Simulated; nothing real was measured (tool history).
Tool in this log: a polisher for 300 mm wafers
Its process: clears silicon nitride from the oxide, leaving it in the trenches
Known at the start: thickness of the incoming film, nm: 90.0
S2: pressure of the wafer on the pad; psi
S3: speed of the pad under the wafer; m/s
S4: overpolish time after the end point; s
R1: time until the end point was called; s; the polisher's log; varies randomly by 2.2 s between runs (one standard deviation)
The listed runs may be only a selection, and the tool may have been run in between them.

Run 1, hour 0.0: flow of slurry (ml/min) 195, S2 3.1 psi, S3 1.1 m/s, S4 3 s. Result: R1 87.687 s.
Run 2, hour 1.7: flow of slurry (ml/min) 160, S2 3.1 psi, S3 1.1 m/s, S4 3 s. Result: R1 87.881 s.
Run 3, hour 7.2: flow of slurry (ml/min) 160, S2 2.9 psi, S3 1.1 m/s, S4 3 s. Result: R1 94.362 s.
Run 4, hour 13.2: flow of slurry (ml/min) 160, S2 2.7 psi, S3 1.1 m/s, S4 3 s. Result: R1 101.630 s.
Run 5, hour 16.8: flow of slurry (ml/min) 160, S2 2.6 psi, S3 1.1 m/s, S4 3 s. Result: R1 107.640 s.
Run 6, hour 25.2: flow of slurry (ml/min) 130, S2 2.6 psi, S3 1.1 m/s, S4 3 s. Result: R1 105.090 s.

For run 7, what comes out?
Run 7, hour 28.3: flow of slurry (ml/min) 130, S2 2.5 psi, S3 1.1 m/s, S4 3 s. Result: R1 ?.

R1: 114.780 s
